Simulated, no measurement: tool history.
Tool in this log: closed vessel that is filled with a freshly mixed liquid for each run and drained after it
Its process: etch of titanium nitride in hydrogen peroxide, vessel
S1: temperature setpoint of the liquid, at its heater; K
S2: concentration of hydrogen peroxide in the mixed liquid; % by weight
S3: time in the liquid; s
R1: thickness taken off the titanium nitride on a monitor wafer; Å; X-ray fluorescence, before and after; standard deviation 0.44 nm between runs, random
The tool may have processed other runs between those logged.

| run | day | S1 | S2 | S3 | R1 |
|---|---|---|---|---|---|
| 1 | 0.000 | 331.15 | 26 | 650 | 630.10 |
| 2 | 0.046 | 331.15 | 26 | 650 | 623.39 |
| 3 | 0.342 | 330.15 | 26 | 650 | 576.77 |
| 4 | 0.621 | 329.65 | 26 | 650 | 561.27 |
| 5 | 0.671 | 334.65 | 26 | 650 | 772.45 |
| 6 | 0.800 | 332.65 | 26 | 650 | 690.12 |
| 7 | 0.942 | 331.15 | 26 | 650 | 631.36 |
| 8 | 1.254 | 330.15 | 26 | 650 | 581.65 |
| 9 | 1.479 | 329.65 | 26 | 650 | 566.53 |

Estimate the outcome of run 10 from the log above:
| 10 | 1.529 | 329.15 | 26 | 650 | ? |

R1: 539.65 Å
